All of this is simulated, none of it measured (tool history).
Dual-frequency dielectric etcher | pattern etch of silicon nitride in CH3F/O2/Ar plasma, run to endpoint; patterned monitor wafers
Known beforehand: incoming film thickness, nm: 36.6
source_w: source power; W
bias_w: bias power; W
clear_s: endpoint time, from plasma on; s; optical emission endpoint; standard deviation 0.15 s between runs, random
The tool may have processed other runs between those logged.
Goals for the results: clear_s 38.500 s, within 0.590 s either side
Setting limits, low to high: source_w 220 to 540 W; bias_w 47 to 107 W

{"run": 1, "hour": 0.0, "source_w": 380, "bias_w": 77, "clear_s": 46.948}
{"run": 2, "hour": 0.6, "source_w": 420, "bias_w": 77, "clear_s": 45.333}
{"run": 3, "hour": 7.7, "source_w": 420, "bias_w": 66, "clear_s": 47.303}
{"run": 4, "hour": 16.6, "source_w": 420, "bias_w": 56, "clear_s": 50.008}
{"run": 5, "hour": 18.3, "source_w": 360, "bias_w": 56, "clear_s": 52.786}
{"run": 6, "hour": 26.6, "source_w": 360, "bias_w": 67, "clear_s": 49.946}
{"run": 7, "hour": 33.0, "source_w": 440, "bias_w": 82, "clear_s": 43.592}
{"run": 8, "hour": 35.5, "source_w": 450, "bias_w": 83, "clear_s": 43.025}
{"run": 9, "hour": 38.4, "source_w": 460, "bias_w": 84, "clear_s": 42.518}
{"run": 10, "hour": 47.3, "source_w": 470, "bias_w": 85, "clear_s": 42.322}
{"run": 11, "hour": 55.8, "source_w": 480, "bias_w": 86, "clear_s": 41.82}

4 candidate next runs follow, results not yet known. Just one meets every target within its allowed miss. Identify it.
{"run": "A", "hour": 64.3, "source_w": 500, "bias_w": 95, "clear_s": "?"}
{"run": "B", "hour": 64.3, "source_w": 520, "bias_w": 88, "clear_s": "?"}
{"run": "C", "hour": 64.3, "source_w": 510, "bias_w": 88, "clear_s": "?"}
{"run": "D", "hour": 64.3, "source_w": 530, "bias_w": 98, "clear_s": "?"}

move=A clear_s=39.701
move=B clear_s=40.169
move=C clear_s=40.447
move=D clear_s=38.484
A: better than the last run, though not everything is in spec
B: better than the last run, though not everything is in spec
C: better than the last run, though not everything is in spec
D: all results land within tolerance of their targets
D is the move that brings every result within its allowed miss.
